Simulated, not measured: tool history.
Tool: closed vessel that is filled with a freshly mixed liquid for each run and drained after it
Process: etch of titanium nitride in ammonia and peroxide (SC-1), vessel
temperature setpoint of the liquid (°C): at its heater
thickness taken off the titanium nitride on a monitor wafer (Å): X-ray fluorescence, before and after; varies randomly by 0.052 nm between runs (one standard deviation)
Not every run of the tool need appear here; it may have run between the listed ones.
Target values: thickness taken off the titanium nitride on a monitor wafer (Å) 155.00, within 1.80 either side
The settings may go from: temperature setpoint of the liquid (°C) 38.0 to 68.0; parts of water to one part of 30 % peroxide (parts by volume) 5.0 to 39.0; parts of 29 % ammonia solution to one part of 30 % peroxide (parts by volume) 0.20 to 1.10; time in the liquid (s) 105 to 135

| run | hour | temperature setpoint of the liquid (°C) | parts of water to one part of 30 % peroxide (parts by volume) | parts of 29 % ammonia solution to one part of 30 % peroxide (parts by volume) | time in the liquid (s) | thickness taken off the titanium nitride on a monitor wafer (Å) |
|---|---|---|---|---|---|---|
| 1 | 0.0 | 52.0 | 21.5 | 0.60 | 135 | 101.84 |
| 2 | 6.6 | 52.0 | 21.5 | 0.70 | 135 | 104.23 |
| 3 | 11.9 | 52.0 | 15.0 | 0.70 | 135 | 126.48 |
| 4 | 19.0 | 52.5 | 15.0 | 0.70 | 135 | 131.56 |
| 5 | 24.5 | 54.0 | 15.0 | 0.70 | 135 | 146.24 |
| 6 | 29.7 | 54.0 | 9.5 | 0.70 | 135 | 186.25 |
| 7 | 31.7 | 52.5 | 9.5 | 0.70 | 135 | 166.55 |
| 8 | 39.1 | 52.0 | 9.5 | 0.70 | 135 | 161.70 |

Exercise: of the 4 proposed moves below, exactly one satisfies all targets within the stated allowed misses. Which move is it?
| A | 46.5 | 52.0 | 9.0 | 0.75 | 120 | ? |
| B | 46.5 | 51.0 | 9.5 | 0.70 | 135 | ? |
| C | 46.5 | 54.5 | 10.5 | 1.00 | 105 | ? |
| D | 46.5 | 50.5 | 9.0 | 0.85 | 135 | ? |

| move | thickness taken off the titanium nitride on a monitor wafer (Å) |
|---|---|
| A | 149.73 |
| B | 151.29 |
| C | 150.37 |
| D | 154.84 |
A: carries the result that was furthest off beyond its target, to the other side
B: carries the result that was furthest off beyond its target, to the other side
C: carries the result that was furthest off beyond its target, to the other side
D: in spec on every target
D is the move that brings every result within its allowed miss.
